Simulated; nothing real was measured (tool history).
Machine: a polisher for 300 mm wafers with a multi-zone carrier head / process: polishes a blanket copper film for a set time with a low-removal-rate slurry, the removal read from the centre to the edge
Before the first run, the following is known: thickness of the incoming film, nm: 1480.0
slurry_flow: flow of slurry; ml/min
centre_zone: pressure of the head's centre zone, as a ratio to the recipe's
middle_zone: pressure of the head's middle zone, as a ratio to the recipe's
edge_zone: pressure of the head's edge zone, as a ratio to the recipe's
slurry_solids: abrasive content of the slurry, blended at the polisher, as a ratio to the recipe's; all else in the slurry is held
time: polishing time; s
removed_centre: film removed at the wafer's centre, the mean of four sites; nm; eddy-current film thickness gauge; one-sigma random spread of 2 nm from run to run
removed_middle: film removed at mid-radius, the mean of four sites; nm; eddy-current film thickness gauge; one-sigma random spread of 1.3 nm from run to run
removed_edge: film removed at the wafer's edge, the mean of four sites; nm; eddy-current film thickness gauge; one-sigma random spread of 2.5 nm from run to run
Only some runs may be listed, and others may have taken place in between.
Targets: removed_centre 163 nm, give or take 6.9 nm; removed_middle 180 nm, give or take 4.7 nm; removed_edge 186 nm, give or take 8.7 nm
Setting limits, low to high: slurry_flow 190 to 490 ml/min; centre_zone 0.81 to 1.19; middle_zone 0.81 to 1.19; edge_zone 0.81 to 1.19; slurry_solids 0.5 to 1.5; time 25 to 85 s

run 1 day=0 | slurry_flow=315 centre_zone=1 middle_zone=1 edge_zone=1 slurry_solids=1 time=55 | removed_centre=218.6 removed_middle=232.97 removed_edge=232.46
run 2 day=0.267 | slurry_flow=310 centre_zone=0.96 middle_zone=0.97 edge_zone=0.96 slurry_solids=0.85 time=54 | removed_centre=197.91 removed_middle=216.67 removed_edge=224.22
run 3 day=0.308 | slurry_flow=310 centre_zone=1 middle_zone=0.97 edge_zone=0.96 slurry_solids=0.85 time=54 | removed_centre=206.59 removed_middle=218.76 removed_edge=228.27
run 4 day=0.679 | slurry_flow=320 centre_zone=0.99 middle_zone=0.97 edge_zone=0.95 slurry_solids=0.8 time=51 | removed_centre=197.13 removed_middle=204.37 removed_edge=216.41
run 5 day=0.717 | slurry_flow=320 centre_zone=0.99 middle_zone=0.97 edge_zone=1.01 slurry_solids=0.8 time=51 | removed_centre=191.07 removed_middle=201.82 removed_edge=215.01
run 6 day=0.767 | slurry_flow=320 centre_zone=0.99 middle_zone=0.97 edge_zone=1.01 slurry_solids=0.8 time=60 | removed_centre=225.18 removed_middle=239.69 removed_edge=255.37
run 7 day=1.046 | slurry_flow=320 centre_zone=0.98 middle_zone=0.98 edge_zone=1 slurry_solids=0.75 time=55 | removed_centre=203.76 removed_middle=219.37 removed_edge=236.43
run 8 day=1.162 | slurry_flow=310 centre_zone=0.95 middle_zone=0.95 edge_zone=0.97 slurry_solids=0.85 time=53 | removed_centre=192.7 removed_middle=211.88 removed_edge=223.27
run 9 day=1.383 | slurry_flow=305 centre_zone=0.95 middle_zone=0.96 edge_zone=0.96 slurry_solids=0.8 time=50 | removed_centre=179.77 removed_middle=200.24 removed_edge=210.82
run 10 day=1.458 | slurry_flow=305 centre_zone=0.95 middle_zone=0.96 edge_zone=0.94 slurry_solids=0.8 time=48 | removed_centre=174.13 removed_middle=188.76 removed_edge=204.17
run 11 day=1.829 | slurry_flow=305 centre_zone=0.95 middle_zone=0.98 edge_zone=0.93 slurry_solids=0.8 time=46 | removed_centre=164.19 removed_middle=186.46 removed_edge=189.4
run 12 day=1.929 | slurry_flow=305 centre_zone=0.95 middle_zone=0.98 edge_zone=0.92 slurry_solids=0.8 time=46 | removed_centre=166.8 removed_middle=184.53 removed_edge=184.76

Below are 5 possible settings for the next run. Only one of them brings all results inside the allowed miss of their targets. Which is it?
run A day=2.029 | slurry_flow=350 centre_zone=0.96 middle_zone=0.99 edge_zone=0.95 slurry_solids=0.95 time=43 | removed_centre=? removed_middle=? removed_edge=?
run B day=2.029 | slurry_flow=215 centre_zone=0.97 middle_zone=1.11 edge_zone=0.82 slurry_solids=0.75 time=47 | removed_centre=? removed_middle=? removed_edge=?
run C day=2.029 | slurry_flow=285 centre_zone=1 middle_zone=1.01 edge_zone=0.91 slurry_solids=0.8 time=47 | removed_centre=? removed_middle=? removed_edge=?
run D day=2.029 | slurry_flow=340 centre_zone=1.01 middle_zone=0.94 edge_zone=0.92 slurry_solids=0.75 time=47 | removed_centre=? removed_middle=? removed_edge=?
run E day=2.029 | slurry_flow=270 centre_zone=0.91 middle_zone=0.95 edge_zone=0.85 slurry_solids=0.85 time=50 | removed_centre=? removed_middle=? removed_edge=?

move=A removed_centre=164.46 removed_middle=181.84 removed_edge=180.75
move=B removed_centre=165.86 removed_middle=201.11 removed_edge=176.64
move=C removed_centre=179.4 removed_middle=193.88 removed_edge=188.16
move=D removed_centre=183.31 removed_middle=184.35 removed_edge=190
move=E removed_centre=173.39 removed_middle=196.23 removed_edge=197.32
A: every result lands within tolerance
B: moves away from the targets compared with the last run
C: moves away from the targets compared with the last run
D: brings the result that was furthest off to its target, and leaves another outside
E: moves away from the targets compared with the last run
Move A is the one to make.
